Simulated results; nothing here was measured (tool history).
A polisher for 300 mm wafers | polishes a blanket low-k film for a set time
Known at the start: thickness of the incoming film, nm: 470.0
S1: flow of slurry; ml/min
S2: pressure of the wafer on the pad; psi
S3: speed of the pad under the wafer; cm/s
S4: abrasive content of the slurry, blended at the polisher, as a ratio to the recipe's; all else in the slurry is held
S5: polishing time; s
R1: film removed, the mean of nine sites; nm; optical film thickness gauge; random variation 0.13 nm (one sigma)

run	hour	S1	S2	S3	S4	S5	R1
1	0	235	1.9	78	1	40	15.438
2	1.1	235	1.9	78	1	36	13.864
3	4.5	240	2.1	78	1	36	15.327
4	6.3	215	2.1	78	1	36	15.075
5	12	235	2.2	78	1	36	15.97
6	13.5	210	2.2	78	1	36	15.727
7	16.3	230	2.3	78	1	36	16.609
8	22.5	245	2.4	78	1	36	17.572
9	23.1	255	2.5	78	1	36	18.216
10	30.8	260	2.6	78	1	36	19.143
11	33.1	265	2.6	78	1	36	19.225
12	34.5	270	2.6	78	1	36	19.29
13	39.5	275	2.6	78	1	36	19.059

Forecast run 14:
14	46	275	2.7	78	1	36	?

Run 14 gave R1 19.818 nm.
